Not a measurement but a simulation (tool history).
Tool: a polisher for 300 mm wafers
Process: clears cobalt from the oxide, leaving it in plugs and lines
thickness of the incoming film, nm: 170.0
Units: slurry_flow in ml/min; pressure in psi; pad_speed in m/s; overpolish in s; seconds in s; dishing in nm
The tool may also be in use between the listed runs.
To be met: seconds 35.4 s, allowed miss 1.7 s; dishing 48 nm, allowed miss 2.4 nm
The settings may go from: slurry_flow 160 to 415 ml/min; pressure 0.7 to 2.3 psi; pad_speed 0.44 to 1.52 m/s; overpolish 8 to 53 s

run	hour	slurry_flow	pressure	pad_speed	overpolish	seconds	dishing
1	0	265	1.5	0.98	27	53.212	40.382
2	4.2	265	1.6	0.98	27	49.906	42.724
3	9.1	265	1.7	0.98	26	46.276	43.032
4	9.7	310	1.7	0.98	26	45.445	42.355
5	12.7	310	1.9	0.98	27	40.701	43.75
6	21.6	310	1.9	0.98	19	41.495	39.083
7	24.3	310	1.9	0.98	20	41.395	39.385
8	32.7	310	1.9	0.98	21	42.335	39.651

5 next moves are on the table. One of them brings every result within its allowed miss. Which?
A	41.1	245	1.9	0.76	18	?	?
B	41.1	325	2.2	1	32	?	?
C	41.1	290	1.8	0.78	30	?	?
D	41.1	295	1.6	0.84	49	?	?
E	41.1	260	1.4	0.94	43	?	?

move	seconds	dishing
A	53.715	33.413
B	35.042	46.709
C	53.971	41.758
D	55.69	46.783
E	56.888	45.481
A: further off than the last run
B: meets every target
C: further off than the last run
D: further off than the last run
E: further off than the last run
The right move is B.
